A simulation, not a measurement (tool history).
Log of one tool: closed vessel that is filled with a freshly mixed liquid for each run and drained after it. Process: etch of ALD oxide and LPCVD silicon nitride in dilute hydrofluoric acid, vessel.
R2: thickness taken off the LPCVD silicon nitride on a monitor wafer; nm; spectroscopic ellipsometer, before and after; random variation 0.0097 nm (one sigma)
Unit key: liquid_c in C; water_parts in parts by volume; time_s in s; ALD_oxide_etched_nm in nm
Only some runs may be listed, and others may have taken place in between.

{"run": 1, "day": 0.0, "liquid_c": 24.0, "water_parts": 215, "time_s": 130, "ALD_oxide_etched_nm": 8.3507, "R2": 0.42266}
{"run": 2, "day": 0.079, "liquid_c": 23.0, "water_parts": 225, "time_s": 130, "ALD_oxide_etched_nm": 7.6299, "R2": 0.31906}
{"run": 3, "day": 0.342, "liquid_c": 20.5, "water_parts": 225, "time_s": 130, "ALD_oxide_etched_nm": 6.9405, "R2": 0.27037}
{"run": 4, "day": 0.512, "liquid_c": 20.5, "water_parts": 270, "time_s": 130, "ALD_oxide_etched_nm": 5.5417, "R2": 0.23201}
{"run": 5, "day": 0.583, "liquid_c": 20.5, "water_parts": 300, "time_s": 130, "ALD_oxide_etched_nm": 4.8555, "R2": 0.21426}
{"run": 6, "day": 0.625, "liquid_c": 20.5, "water_parts": 300, "time_s": 185, "ALD_oxide_etched_nm": 6.916, "R2": 0.31815}
{"run": 7, "day": 0.688, "liquid_c": 20.0, "water_parts": 310, "time_s": 185, "ALD_oxide_etched_nm": 6.5502, "R2": 0.30677}
{"run": 8, "day": 0.792, "liquid_c": 20.0, "water_parts": 310, "time_s": 185, "ALD_oxide_etched_nm": 6.5237, "R2": 0.30843}

Expected results for the next run?
{"run": 9, "day": 1.104, "liquid_c": 17.0, "water_parts": 390, "time_s": 185, "ALD_oxide_etched_nm": "?", "R2": "?"}

{"run 9": {"ALD_oxide_etched_nm": 4.3576, "R2": 0.16666}}
